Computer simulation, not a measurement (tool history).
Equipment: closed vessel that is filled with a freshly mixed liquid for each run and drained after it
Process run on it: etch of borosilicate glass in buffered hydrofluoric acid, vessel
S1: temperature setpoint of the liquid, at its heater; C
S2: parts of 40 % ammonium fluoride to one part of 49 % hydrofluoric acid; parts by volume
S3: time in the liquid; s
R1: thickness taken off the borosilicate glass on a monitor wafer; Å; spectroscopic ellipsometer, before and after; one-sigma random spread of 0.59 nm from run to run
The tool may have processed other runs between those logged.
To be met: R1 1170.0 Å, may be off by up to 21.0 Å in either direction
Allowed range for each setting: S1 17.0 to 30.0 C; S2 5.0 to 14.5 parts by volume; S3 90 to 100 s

run  hour    S1   S2  S3      R1
  1   0.0  22.0  9.0  90  1035.7
  2   4.6  22.5  9.0  90  1048.0
  3   6.1  23.0  9.0  90  1086.3
  4  10.1  23.0  7.0  90  1430.4
  5  18.8  23.0  7.0  90  1448.3
  6  25.4  22.0  7.0  90  1368.6
  7  34.0  21.0  7.0  90  1285.3
  8  42.7  20.5  7.0  90  1248.2
  9  47.6  20.5  7.0  90  1256.7
 10  50.8  20.0  7.0  90  1218.2

4 candidate next runs follow, results not yet known. Just one meets every target within its allowed miss. Identify it.
  A  54.0  21.0  8.0   95   ?
  B  54.0  19.0  6.5   95   ?
  C  54.0  17.0  5.5   90   ?
  D  54.0  18.5  7.0  100   ?

move      R1
   A  1162.9
   B  1292.3
   C  1275.0
   D  1238.0
A: each result inside its tolerance
B: further off than the last run
C: further off than the last run
D: further off than the last run
The move that meets every target is A.
